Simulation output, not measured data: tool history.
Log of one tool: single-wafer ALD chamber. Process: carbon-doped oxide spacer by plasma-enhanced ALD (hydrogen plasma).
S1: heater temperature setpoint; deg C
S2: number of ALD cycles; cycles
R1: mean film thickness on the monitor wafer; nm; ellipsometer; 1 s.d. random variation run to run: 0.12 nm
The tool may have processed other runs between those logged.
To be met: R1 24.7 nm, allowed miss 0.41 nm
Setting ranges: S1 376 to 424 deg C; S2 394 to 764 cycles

run,hour,S1,S2,R1
1,0,400,579,27
2,7.3,391,579,26.756
3,12.4,391,567,26.283
4,15.4,386,567,26.274
5,16.5,386,609,28.236
6,17.8,386,574,26.834
7,22.7,386,561,25.786
8,25,386,555,25.863

Pick the move, out of 4, that brings all results within their allowed miss; only one does.
A,27.3,388,581,?
B,27.3,384,551,?
C,27.3,387,529,?
D,27.3,392,602,?

move,R1
A,26.808
B,25.424
C,24.408
D,27.777
A: its largest miss is bigger than the last run's
B: nearer the targets than the last run, but a result is still out of spec
C: hits every target within its allowed miss
D: its largest miss is bigger than the last run's
The right move is C.
